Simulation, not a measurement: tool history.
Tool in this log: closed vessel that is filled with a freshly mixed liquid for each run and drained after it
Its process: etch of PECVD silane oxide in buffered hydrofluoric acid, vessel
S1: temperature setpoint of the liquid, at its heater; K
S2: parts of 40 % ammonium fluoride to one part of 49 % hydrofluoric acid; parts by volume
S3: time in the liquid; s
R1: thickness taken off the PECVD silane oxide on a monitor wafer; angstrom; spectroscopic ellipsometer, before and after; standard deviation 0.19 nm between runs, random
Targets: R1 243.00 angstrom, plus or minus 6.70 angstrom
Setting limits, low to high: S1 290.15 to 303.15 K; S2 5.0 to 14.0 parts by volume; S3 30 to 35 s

{"run": 1, "hour": 0.0, "S1": 295.15, "S2": 8.5, "S3": 35, "R1": 550.63}
{"run": 2, "hour": 8.8, "S1": 292.15, "S2": 8.5, "S3": 35, "R1": 469.68}
{"run": 3, "hour": 14.5, "S1": 291.65, "S2": 9.0, "S3": 35, "R1": 428.09}
{"run": 4, "hour": 17.6, "S1": 291.65, "S2": 11.5, "S3": 35, "R1": 349.45}
{"hour": 23.8, "done": "thermometer replaced"}
{"run": 5, "hour": 23.8, "S1": 295.15, "S2": 11.5, "S3": 35, "R1": 391.67}
{"run": 6, "hour": 32.1, "S1": 295.15, "S2": 9.5, "S3": 35, "R1": 459.74}
{"run": 7, "hour": 33.3, "S1": 294.65, "S2": 10.0, "S3": 35, "R1": 432.32}
{"run": 8, "hour": 37.9, "S1": 294.15, "S2": 10.5, "S3": 35, "R1": 405.17}
{"run": 9, "hour": 45.9, "S1": 293.65, "S2": 11.0, "S3": 35, "R1": 375.09}
{"run": 10, "hour": 51.9, "S1": 290.15, "S2": 13.5, "S3": 35, "R1": 251.54}

Exactly one of the 5 candidate moves below puts every result within its allowed miss. Which one?
{"run": "A", "hour": 57.9, "S1": 290.15, "S2": 12.5, "S3": 30, "R1": "?"}
{"run": "B", "hour": 57.9, "S1": 290.15, "S2": 14.0, "S3": 35, "R1": "?"}
{"run": "C", "hour": 57.9, "S1": 290.15, "S2": 13.0, "S3": 30, "R1": "?"}
{"run": "D", "hour": 57.9, "S1": 290.65, "S2": 13.5, "S3": 35, "R1": "?"}
{"run": "E", "hour": 57.9, "S1": 291.15, "S2": 13.5, "S3": 30, "R1": "?"}

move=A R1=233.86
move=B R1=244.12
move=C R1=225.04
move=D R1=260.32
move=E R1=229.57
A: the result that was furthest off in the last run now lies on the other side of its target
B: each result inside its tolerance
C: the result that was furthest off in the last run now lies on the other side of its target
D: moves away from the targets compared with the last run
E: the result that was furthest off in the last run now lies on the other side of its target
The right move is B.
